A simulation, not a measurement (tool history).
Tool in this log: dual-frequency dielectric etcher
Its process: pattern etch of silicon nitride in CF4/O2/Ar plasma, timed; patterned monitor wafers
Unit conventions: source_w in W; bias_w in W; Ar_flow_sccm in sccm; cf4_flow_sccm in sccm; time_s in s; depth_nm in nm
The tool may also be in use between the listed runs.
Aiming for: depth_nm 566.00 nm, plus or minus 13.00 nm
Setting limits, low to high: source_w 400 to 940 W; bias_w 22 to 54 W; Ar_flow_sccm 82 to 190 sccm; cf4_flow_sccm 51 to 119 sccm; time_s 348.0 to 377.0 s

run  hour  source_w  bias_w  Ar_flow_sccm  cf4_flow_sccm  time_s  depth_nm
  1   0.0       670      38           136             85   377.0    760.46
  2   0.5       630      38           136             85   377.0    734.77
  3   1.7       590      38           136             85   377.0    708.84
  4   6.4       560      37           137             85   377.0    667.51
  5   9.9       560      43           137             85   377.0    714.22
  6  18.1       560      43           137             78   377.0    701.63
  7  23.6       530      42           138             78   377.0    684.01
  8  29.7       510      41           139             78   376.0    654.23
  9  31.4       490      40           140             78   376.0    636.31

Consider the 4 candidate settings below. Which is the only one whose results all fall within their allowed miss of target?
  A  33.1       490      46           122             83   365.0         ?
  B  33.1       450      41           150             81   348.0         ?
  C  33.1       560      45           164             82   369.5         ?
  D  33.1       410      38           134             75   356.0         ?

move  depth_nm
   A    666.47
   B    562.32
   C    684.31
   D    539.15
A: the biggest miss grows against the last run
B: every result lands within tolerance
C: the biggest miss grows against the last run
D: carries the result that was furthest off beyond its target, to the other side
So the answer is move B, the one that meets all the targets.
